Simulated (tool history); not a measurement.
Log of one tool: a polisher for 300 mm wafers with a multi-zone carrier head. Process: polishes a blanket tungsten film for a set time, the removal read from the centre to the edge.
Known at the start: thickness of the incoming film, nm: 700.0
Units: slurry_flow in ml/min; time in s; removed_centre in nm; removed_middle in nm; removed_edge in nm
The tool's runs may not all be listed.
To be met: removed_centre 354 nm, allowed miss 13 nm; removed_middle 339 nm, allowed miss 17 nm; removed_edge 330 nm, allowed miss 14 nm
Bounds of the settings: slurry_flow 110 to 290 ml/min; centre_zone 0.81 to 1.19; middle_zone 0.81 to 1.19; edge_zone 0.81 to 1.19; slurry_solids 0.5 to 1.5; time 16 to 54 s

Run 1, hour 0: slurry_flow 185 ml/min, centre_zone 1, middle_zone 1, edge_zone 1, slurry_solids 1, time 35 s. Result: removed_centre 208.35 nm, removed_middle 207.67 nm, removed_edge 206.83 nm.
Run 2, hour 5.4: slurry_flow 190 ml/min, centre_zone 1.01, middle_zone 1.01, edge_zone 1.01, slurry_solids 1.05, time 36 s. Result: removed_centre 218.46 nm, removed_middle 212.45 nm, removed_edge 220.19 nm.
Run 3, hour 9.7: slurry_flow 155 ml/min, centre_zone 1.01, middle_zone 1.01, edge_zone 1.01, slurry_solids 1.05, time 36 s. Result: removed_centre 208.2 nm, removed_middle 209.54 nm, removed_edge 213.58 nm.
Run 4, hour 11.8: slurry_flow 155 ml/min, centre_zone 1.01, middle_zone 1.01, edge_zone 1.01, slurry_solids 1.05, time 42 s. Result: removed_centre 245.47 nm, removed_middle 242.96 nm, removed_edge 249 nm.
Run 5, hour 12.8: slurry_flow 155 ml/min, centre_zone 1.01, middle_zone 1.01, edge_zone 1.01, slurry_solids 1.05, time 51 s. Result: removed_centre 295.85 nm, removed_middle 289.73 nm, removed_edge 297.34 nm.
Run 6, hour 18: slurry_flow 160 ml/min, centre_zone 1.02, middle_zone 1.02, edge_zone 1.02, slurry_solids 1.05, time 51 s. Result: removed_centre 299.31 nm, removed_middle 303.89 nm, removed_edge 309.74 nm.
Run 7, hour 20.4: slurry_flow 170 ml/min, centre_zone 1.03, middle_zone 1.02, edge_zone 1.01, slurry_solids 1.05, time 51 s. Result: removed_centre 307.8 nm, removed_middle 297.14 nm, removed_edge 298.55 nm.
Run 8, hour 27.8: slurry_flow 175 ml/min, centre_zone 1.04, middle_zone 1.03, edge_zone 1.02, slurry_solids 1.05, time 51 s. Result: removed_centre 316.89 nm, removed_middle 299.95 nm, removed_edge 299.56 nm.
Run 9, hour 34.3: slurry_flow 180 ml/min, centre_zone 1.04, middle_zone 1.04, edge_zone 1.03, slurry_solids 1.1, time 51 s. Result: removed_centre 324.24 nm, removed_middle 309.24 nm, removed_edge 313.09 nm.
Run 10, hour 40.4: slurry_flow 185 ml/min, centre_zone 1.04, middle_zone 1.05, edge_zone 1.03, slurry_solids 1.1, time 51 s. Result: removed_centre 329.99 nm, removed_middle 322.39 nm, removed_edge 309.29 nm.
Run 11, hour 46.9: slurry_flow 190 ml/min, centre_zone 1.04, middle_zone 1.05, edge_zone 1.04, slurry_solids 1.1, time 51 s. Result: removed_centre 322.12 nm, removed_middle 317.36 nm, removed_edge 306.01 nm.

4 next moves are on the table. One of them brings every result within its allowed miss. Which?
Run A, hour 53.4: slurry_flow 170 ml/min, centre_zone 1.04, middle_zone 1.07, edge_zone 0.98, slurry_solids 1.05, time 50 s. Result: removed_centre ?, removed_middle ?, removed_edge ?.
Run B, hour 53.4: slurry_flow 175 ml/min, centre_zone 1.11, middle_zone 0.93, edge_zone 1.08, slurry_solids 1.15, time 52 s. Result: removed_centre ?, removed_middle ?, removed_edge ?.
Run C, hour 53.4: slurry_flow 245 ml/min, centre_zone 1.02, middle_zone 1.01, edge_zone 0.96, slurry_solids 1.1, time 54 s. Result: removed_centre ?, removed_middle ?, removed_edge ?.
Run D, hour 53.4: slurry_flow 180 ml/min, centre_zone 1.04, middle_zone 1.02, edge_zone 1.01, slurry_solids 1.05, time 52 s. Result: removed_centre ?, removed_middle ?, removed_edge ?.

move  removed_centre  removed_middle  removed_edge
   A           305.5          302.86        301.41
   B          350.24          293.56        336.32
   C          349.15           336.2        341.57
   D          321.37          307.25        319.74
A: further off than the last run
B: brings the result that was furthest off to its target, and leaves another outside
C: meets every target
D: as far off as the last run
Move C is the one to make.

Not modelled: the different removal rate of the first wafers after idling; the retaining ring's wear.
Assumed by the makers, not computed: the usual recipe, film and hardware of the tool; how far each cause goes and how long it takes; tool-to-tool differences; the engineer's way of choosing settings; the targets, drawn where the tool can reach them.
